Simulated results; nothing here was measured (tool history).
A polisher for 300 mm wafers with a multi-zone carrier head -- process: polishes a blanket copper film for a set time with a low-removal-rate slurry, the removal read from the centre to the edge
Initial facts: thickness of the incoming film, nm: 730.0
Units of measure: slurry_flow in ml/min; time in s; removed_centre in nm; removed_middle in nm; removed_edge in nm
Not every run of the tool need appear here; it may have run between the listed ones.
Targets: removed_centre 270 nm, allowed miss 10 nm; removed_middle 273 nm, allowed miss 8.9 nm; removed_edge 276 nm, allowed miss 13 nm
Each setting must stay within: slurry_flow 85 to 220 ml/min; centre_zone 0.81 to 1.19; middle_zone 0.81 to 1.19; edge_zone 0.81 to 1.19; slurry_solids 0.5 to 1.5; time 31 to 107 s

{"run": 1, "hour": 0.0, "slurry_flow": 140, "centre_zone": 1, "middle_zone": 1, "edge_zone": 1, "slurry_solids": 1, "time": 69, "removed_centre": 232.77, "removed_middle": 223.16, "removed_edge": 220.82}
{"run": 2, "hour": 6.4, "slurry_flow": 140, "centre_zone": 1, "middle_zone": 1, "edge_zone": 1, "slurry_solids": 1.1, "time": 69, "removed_centre": 233.1, "removed_middle": 229.32, "removed_edge": 228.17}
{"run": 3, "hour": 7.6, "slurry_flow": 120, "centre_zone": 1, "middle_zone": 1, "edge_zone": 1, "slurry_solids": 1.1, "time": 69, "removed_centre": 230.76, "removed_middle": 225.25, "removed_edge": 223.94}
{"run": 4, "hour": 8.7, "slurry_flow": 130, "centre_zone": 1.01, "middle_zone": 1.02, "edge_zone": 1.04, "slurry_solids": 1.2, "time": 69, "removed_centre": 234.91, "removed_middle": 233.01, "removed_edge": 235.61}
{"run": 5, "hour": 15.0, "slurry_flow": 100, "centre_zone": 1.01, "middle_zone": 1.02, "edge_zone": 1.04, "slurry_solids": 1.2, "time": 69, "removed_centre": 216.91, "removed_middle": 216.6, "removed_edge": 221.44}
{"run": 6, "hour": 19.3, "slurry_flow": 120, "centre_zone": 1.01, "middle_zone": 1.02, "edge_zone": 1.05, "slurry_solids": 1.25, "time": 69, "removed_centre": 231.79, "removed_middle": 228.96, "removed_edge": 239.94}
{"run": 7, "hour": 22.2, "slurry_flow": 120, "centre_zone": 1.01, "middle_zone": 1.02, "edge_zone": 1.05, "slurry_solids": 1.25, "time": 69, "removed_centre": 232.25, "removed_middle": 228.38, "removed_edge": 235.15}
{"run": 8, "hour": 23.3, "slurry_flow": 135, "centre_zone": 1.01, "middle_zone": 1.03, "edge_zone": 1.06, "slurry_solids": 1.3, "time": 69, "removed_centre": 247.5, "removed_middle": 242.62, "removed_edge": 243.67}
{"run": 9, "hour": 24.0, "slurry_flow": 145, "centre_zone": 1, "middle_zone": 1.03, "edge_zone": 1.08, "slurry_solids": 1.35, "time": 69, "removed_centre": 253.64, "removed_middle": 246.07, "removed_edge": 246.31}
{"run": 10, "hour": 28.5, "slurry_flow": 145, "centre_zone": 0.99, "middle_zone": 1.04, "edge_zone": 1.1, "slurry_solids": 1.4, "time": 70, "removed_centre": 252.81, "removed_middle": 256.1, "removed_edge": 265.58}
{"run": 11, "hour": 30.7, "slurry_flow": 145, "centre_zone": 0.99, "middle_zone": 1.04, "edge_zone": 1.1, "slurry_solids": 1.4, "time": 70, "removed_centre": 257.34, "removed_middle": 258.7, "removed_edge": 258.98}
{"run": 12, "hour": 38.2, "slurry_flow": 150, "centre_zone": 0.99, "middle_zone": 1.04, "edge_zone": 1.11, "slurry_solids": 1.4, "time": 70, "removed_centre": 254.31, "removed_middle": 257.25, "removed_edge": 262.38}
{"run": 13, "hour": 40.9, "slurry_flow": 155, "centre_zone": 0.99, "middle_zone": 1.04, "edge_zone": 1.12, "slurry_solids": 1.4, "time": 70, "removed_centre": 257.53, "removed_middle": 257.09, "removed_edge": 265.72}
{"run": 14, "hour": 47.6, "slurry_flow": 160, "centre_zone": 0.99, "middle_zone": 1.04, "edge_zone": 1.12, "slurry_solids": 1.4, "time": 70, "removed_centre": 261.96, "removed_middle": 260.33, "removed_edge": 261.11}
{"run": 15, "hour": 56.0, "slurry_flow": 160, "centre_zone": 0.99, "middle_zone": 1.04, "edge_zone": 1.13, "slurry_solids": 1.45, "time": 70, "removed_centre": 260.91, "removed_middle": 260.27, "removed_edge": 269.19}
{"run": 16, "hour": 63.9, "slurry_flow": 165, "centre_zone": 0.99, "middle_zone": 1.04, "edge_zone": 1.13, "slurry_solids": 1.45, "time": 70, "removed_centre": 262.18, "removed_middle": 264.89, "removed_edge": 267.1}

Consider the 4 candidate settings below. Which is the only one whose results all fall within their allowed miss of target?
{"run": "A", "hour": 71.8, "slurry_flow": 185, "centre_zone": 0.98, "middle_zone": 1.03, "edge_zone": 1.13, "slurry_solids": 1.5, "time": 71, "removed_centre": "?", "removed_middle": "?", "removed_edge": "?"}
{"run": "B", "hour": 71.8, "slurry_flow": 155, "centre_zone": 0.96, "middle_zone": 1.01, "edge_zone": 1.15, "slurry_solids": 1.4, "time": 72, "removed_centre": "?", "removed_middle": "?", "removed_edge": "?"}
{"run": "C", "hour": 71.8, "slurry_flow": 160, "centre_zone": 0.96, "middle_zone": 0.91, "edge_zone": 1.11, "slurry_solids": 1.2, "time": 78, "removed_centre": "?", "removed_middle": "?", "removed_edge": "?"}
{"run": "D", "hour": 71.8, "slurry_flow": 200, "centre_zone": 0.94, "middle_zone": 1.12, "edge_zone": 1.01, "slurry_solids": 1.45, "time": 67, "removed_centre": "?", "removed_middle": "?", "removed_edge": "?"}

move=A removed_centre=272.11 removed_middle=269.8 removed_edge=276.49
move=B removed_centre=256.26 removed_middle=256.96 removed_edge=271.72
move=C removed_centre=268.83 removed_middle=251.21 removed_edge=279.7
move=D removed_centre=247.61 removed_middle=271.09 removed_edge=246.61
A: in spec on every target
B: moves away from the targets compared with the last run
C: moves away from the targets compared with the last run
D: brings the last run's worst result on target, with another outside its allowed miss
A meets every target.
